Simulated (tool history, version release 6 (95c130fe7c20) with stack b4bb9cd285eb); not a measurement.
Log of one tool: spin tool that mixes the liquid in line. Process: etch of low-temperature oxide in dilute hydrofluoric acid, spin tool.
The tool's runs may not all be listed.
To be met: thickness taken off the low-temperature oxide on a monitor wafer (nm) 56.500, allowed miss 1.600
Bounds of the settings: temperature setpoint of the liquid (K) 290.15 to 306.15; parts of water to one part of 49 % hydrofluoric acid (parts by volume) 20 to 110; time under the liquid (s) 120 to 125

run	hour	temperature setpoint of the liquid (K)	parts of water to one part of 49 % hydrofluoric acid (parts by volume)	time under the liquid (s)	thickness taken off the low-temperature oxide on a monitor wafer (nm)
1	0.0	298.15	60	120	40.796
2	0.5	300.15	60	120	43.560
3	4.9	301.65	60	120	47.042
4	9.0	301.65	60	125	47.779
5	11.5	300.15	60	125	45.374
6	16.4	301.65	60	125	48.517
7	23.6	302.65	60	125	50.653
8	26.4	303.15	60	125	51.335
9	30.3	303.65	60	125	52.661
10	36.9	304.15	60	125	53.533
11	43.8	304.15	60	125	53.640
12	47.2	304.65	60	125	53.975

Which of these 5 next moves meets every target?
A	50.6	305.15	60	120	?
B	50.6	304.65	65	125	?
C	50.6	304.15	55	120	?
D	50.6	304.65	60	120	?
E	50.6	304.15	60	120	?

move	thickness taken off the low-temperature oxide on a monitor wafer (nm)
A	53.100
B	49.699
C	56.180
D	52.092
E	51.100
A: further off than the last run
B: further off than the last run
C: meets every target
D: further off than the last run
E: further off than the last run
Move C is the one to make.

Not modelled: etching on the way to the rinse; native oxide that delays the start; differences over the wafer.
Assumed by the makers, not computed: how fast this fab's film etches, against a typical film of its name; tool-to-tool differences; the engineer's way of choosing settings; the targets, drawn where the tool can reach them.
